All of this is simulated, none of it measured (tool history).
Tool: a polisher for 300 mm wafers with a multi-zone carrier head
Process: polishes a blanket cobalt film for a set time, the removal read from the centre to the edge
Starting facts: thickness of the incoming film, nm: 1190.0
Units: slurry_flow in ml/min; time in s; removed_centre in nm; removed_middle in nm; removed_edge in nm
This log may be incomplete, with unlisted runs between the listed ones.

run	hour	slurry_flow	centre_zone	middle_zone	edge_zone	time	removed_centre	removed_middle	removed_edge
1	0	245	1	1	1	78	386.64	381.9	377.15
2	4.6	260	1.05	1.01	1.04	82	427.18	405.89	404.24
3	10.2	260	1.05	1.01	1.04	68	349.42	340.41	330.69
4	12.8	260	1.05	1.01	1.04	77	400.1	382.68	373.05
5	15.8	260	1.08	1	1.06	83	446.03	412.92	404.94
6	24.1	260	1.08	1	1.02	83	449.26	419.51	399.47
7	28.9	265	1.1	0.99	1.05	87	476.36	419.3	433.04
8	34.9	310	1.19	1.08	1.07	98	586.94	521.61	495.82
9	43.1	310	1.19	1.06	1.08	98	588.31	518	481.4

Expected results for the next run?
10	50.2	310	1.19	1.06	1.08	98	?	?	?

removed_centre: 594.59 nm
removed_middle: 519.53 nm
removed_edge: 487.66 nm

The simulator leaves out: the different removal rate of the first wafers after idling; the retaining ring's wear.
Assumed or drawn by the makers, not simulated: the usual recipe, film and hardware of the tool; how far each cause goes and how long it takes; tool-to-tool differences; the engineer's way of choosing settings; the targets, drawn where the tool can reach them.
